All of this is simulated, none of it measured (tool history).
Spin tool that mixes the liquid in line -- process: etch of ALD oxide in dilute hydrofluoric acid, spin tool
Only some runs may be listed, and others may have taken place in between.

| run | hour | temperature setpoint of the liquid (K) | parts of water to one part of 49 % hydrofluoric acid (parts by volume) | time under the liquid (s) | thickness taken off the ALD oxide on a monitor wafer (nm) |
|---|---|---|---|---|---|
| 1 | 0.0 | 295.15 | 100 | 15 | 5.0907 |
| 2 | 7.7 | 296.65 | 100 | 15 | 5.3629 |
| 3 | 13.5 | 294.15 | 100 | 15 | 4.9109 |
| 4 | 16.4 | 295.65 | 95 | 15 | 5.5486 |
| 5 | 24.9 | 296.65 | 90 | 15 | 6.0987 |
| 6 | 30.3 | 296.65 | 105 | 15 | 5.1310 |
| 7 | 34.8 | 297.65 | 100 | 15 | 5.6262 |
| 8 | 39.2 | 301.65 | 65 | 15 | 10.5870 |
| 9 | 42.5 | 301.15 | 65 | 15 | 10.4430 |

The next listed run, before its measurement:
| 10 | 47.4 | 300.15 | 65 | 15 | ? |

thickness taken off the ALD oxide on a monitor wafer (nm): 10.1870
